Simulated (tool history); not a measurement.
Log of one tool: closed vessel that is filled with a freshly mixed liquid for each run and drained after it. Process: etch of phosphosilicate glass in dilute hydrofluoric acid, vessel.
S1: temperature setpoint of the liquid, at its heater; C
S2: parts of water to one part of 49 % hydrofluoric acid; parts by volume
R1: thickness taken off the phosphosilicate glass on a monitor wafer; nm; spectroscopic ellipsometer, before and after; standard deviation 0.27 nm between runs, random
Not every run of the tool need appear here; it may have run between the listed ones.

{"run": 1, "day": 0.0, "S1": 20, "S2": 285, "time in the liquid (s)": 100, "R1": 27.329}
{"run": 2, "day": 0.25, "S1": 20.5, "S2": 285, "time in the liquid (s)": 100, "R1": 27.899}
{"run": 3, "day": 0.329, "S1": 21, "S2": 285, "time in the liquid (s)": 100, "R1": 28.613}
{"run": 4, "day": 0.671, "S1": 21.5, "S2": 285, "time in the liquid (s)": 100, "R1": 28.878}
{"run": 5, "day": 0.758, "S1": 22, "S2": 285, "time in the liquid (s)": 100, "R1": 29.856}
{"run": 6, "day": 0.908, "S1": 22.5, "S2": 285, "time in the liquid (s)": 100, "R1": 29.724}

What will run 7 give?
{"run": 7, "day": 1.279, "S1": 23, "S2": 285, "time in the liquid (s)": 100, "R1": "?"}

R1: 30.441 nm
